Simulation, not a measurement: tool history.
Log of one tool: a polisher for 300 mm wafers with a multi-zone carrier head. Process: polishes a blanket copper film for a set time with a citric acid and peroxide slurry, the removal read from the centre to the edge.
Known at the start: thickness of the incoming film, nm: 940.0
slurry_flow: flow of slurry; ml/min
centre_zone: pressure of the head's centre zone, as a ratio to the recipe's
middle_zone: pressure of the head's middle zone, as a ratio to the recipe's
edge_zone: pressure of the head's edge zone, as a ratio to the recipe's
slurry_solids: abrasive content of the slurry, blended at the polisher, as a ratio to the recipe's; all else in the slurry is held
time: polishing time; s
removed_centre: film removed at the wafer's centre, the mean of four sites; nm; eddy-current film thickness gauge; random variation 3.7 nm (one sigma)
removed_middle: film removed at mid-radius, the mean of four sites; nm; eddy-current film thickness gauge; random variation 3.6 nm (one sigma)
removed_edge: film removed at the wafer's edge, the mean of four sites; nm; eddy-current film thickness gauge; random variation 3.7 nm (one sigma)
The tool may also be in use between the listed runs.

run	hour	slurry_flow	centre_zone	middle_zone	edge_zone	slurry_solids	time	removed_centre	removed_middle	removed_edge
1	0	120	1	1	1	1	72	236.86	242.37	235.77
2	6	120	1	1	1	1	87	284.85	293.16	282.77
3	14.6	120	1	1	0.91	1	87	291.38	283.51	271.34
4	15.3	120	1	1	0.91	1	103	328.91	349.93	323.63
5	18.7	110	1.01	0.95	0.89	0.95	102	327.73	321.86	301.24
6	22.5	110	1.02	0.9	0.92	0.95	100	320.15	301.02	310.07

Forecast run 7:
7	26.5	105	1.03	0.88	0.9	0.95	100	?	?	?

{"run 7": {"removed_centre": 324.33, "removed_middle": 284.65, "removed_edge": 306.7}}
